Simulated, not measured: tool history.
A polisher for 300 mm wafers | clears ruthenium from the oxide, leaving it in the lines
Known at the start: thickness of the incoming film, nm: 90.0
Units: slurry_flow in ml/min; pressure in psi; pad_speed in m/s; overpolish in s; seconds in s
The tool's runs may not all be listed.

run    day  slurry_flow  pressure  pad_speed  overpolish  seconds
  1  0.000          280       1.6       1.04          12   80.547
  2  0.038          280       1.9       1.04          12   71.360
  3  0.312          280       2.1       1.08          12   63.424
  4  0.604          280       2.3       1.10          12   58.261
  5  0.704          210       2.3       1.10          12   60.360
  6  0.804          210       2.3       1.26          12   52.756

Run 7 comes next. What will it give?
  7  0.833          225       2.4       1.26          12        ?

Run 7 gave seconds 50.677 s.

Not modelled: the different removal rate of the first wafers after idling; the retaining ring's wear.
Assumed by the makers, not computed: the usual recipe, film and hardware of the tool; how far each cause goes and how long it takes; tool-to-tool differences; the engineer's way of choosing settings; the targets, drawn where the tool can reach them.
